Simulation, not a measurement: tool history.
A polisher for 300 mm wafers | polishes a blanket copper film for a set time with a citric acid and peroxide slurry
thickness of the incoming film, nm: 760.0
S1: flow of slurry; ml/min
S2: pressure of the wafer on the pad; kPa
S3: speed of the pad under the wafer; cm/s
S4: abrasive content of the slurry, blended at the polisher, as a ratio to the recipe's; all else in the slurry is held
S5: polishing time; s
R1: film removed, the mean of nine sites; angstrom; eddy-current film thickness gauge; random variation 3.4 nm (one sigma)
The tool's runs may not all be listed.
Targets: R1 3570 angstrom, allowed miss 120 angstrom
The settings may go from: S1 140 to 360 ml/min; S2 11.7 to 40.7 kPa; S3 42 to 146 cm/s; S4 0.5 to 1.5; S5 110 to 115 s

{"run": 1, "hour": 0.0, "S1": 230, "S2": 26.2, "S3": 94, "S4": 1, "S5": 110, "R1": 2738.2}
{"run": 2, "hour": 5.4, "S1": 230, "S2": 27.6, "S3": 94, "S4": 1, "S5": 110, "R1": 2847.8}
{"run": 3, "hour": 9.2, "S1": 230, "S2": 27.6, "S3": 76, "S4": 1, "S5": 110, "R1": 2247.1}
{"run": 4, "hour": 14.0, "S1": 230, "S2": 29.6, "S3": 76, "S4": 1, "S5": 110, "R1": 2411.3}
{"run": 5, "hour": 21.6, "S1": 275, "S2": 29.6, "S3": 76, "S4": 1, "S5": 110, "R1": 2380.4}
{"run": 6, "hour": 25.8, "S1": 275, "S2": 31.7, "S3": 76, "S4": 1, "S5": 110, "R1": 2499.7}
{"run": 7, "hour": 29.5, "S1": 275, "S2": 33.1, "S3": 78, "S4": 1, "S5": 110, "R1": 2647.6}
{"run": 8, "hour": 30.5, "S1": 275, "S2": 34.5, "S3": 80, "S4": 1, "S5": 110, "R1": 2795.8}
{"run": 9, "hour": 35.4, "S1": 275, "S2": 35.9, "S3": 82, "S4": 1, "S5": 110, "R1": 2962}
{"run": 10, "hour": 43.3, "S1": 275, "S2": 36.5, "S3": 84, "S4": 1, "S5": 110, "R1": 3033.8}
{"run": 11, "hour": 51.2, "S1": 275, "S2": 37.2, "S3": 86, "S4": 1, "S5": 110, "R1": 3185.6}
{"run": 12, "hour": 54.5, "S1": 275, "S2": 37.9, "S3": 86, "S4": 1, "S5": 110, "R1": 3244.3}
{"run": 13, "hour": 57.4, "S1": 275, "S2": 37.9, "S3": 86, "S4": 1, "S5": 110, "R1": 3203}
{"run": 14, "hour": 63.3, "S1": 275, "S2": 38.6, "S3": 86, "S4": 1, "S5": 110, "R1": 3181.2}
{"run": 15, "hour": 65.0, "S1": 275, "S2": 39.3, "S3": 88, "S4": 1, "S5": 110, "R1": 3403.9}
{"run": 16, "hour": 65.8, "S1": 275, "S2": 40, "S3": 88, "S4": 1, "S5": 110, "R1": 3345.7}

5 next moves are on the table. One of them brings every result within its allowed miss. Which?
{"run": "A", "hour": 66.6, "S1": 275, "S2": 37.2, "S3": 92, "S4": 0.85, "S5": 110, "R1": "?"}
{"run": "B", "hour": 66.6, "S1": 220, "S2": 35.9, "S3": 84, "S4": 1.45, "S5": 110, "R1": "?"}
{"run": "C", "hour": 66.6, "S1": 310, "S2": 40.7, "S3": 78, "S4": 0.95, "S5": 113, "R1": "?"}
{"run": "D", "hour": 66.6, "S1": 290, "S2": 38.6, "S3": 84, "S4": 0.9, "S5": 110, "R1": "?"}
{"run": "E", "hour": 66.6, "S1": 225, "S2": 37.2, "S3": 92, "S4": 1.15, "S5": 115, "R1": "?"}

move=A R1=3306.3
move=B R1=3192.1
move=C R1=3159.4
move=D R1=3144.3
move=E R1=3585.9
A: further off than the last run
B: further off than the last run
C: further off than the last run
D: further off than the last run
E: meets every target
Move E is the one to make.
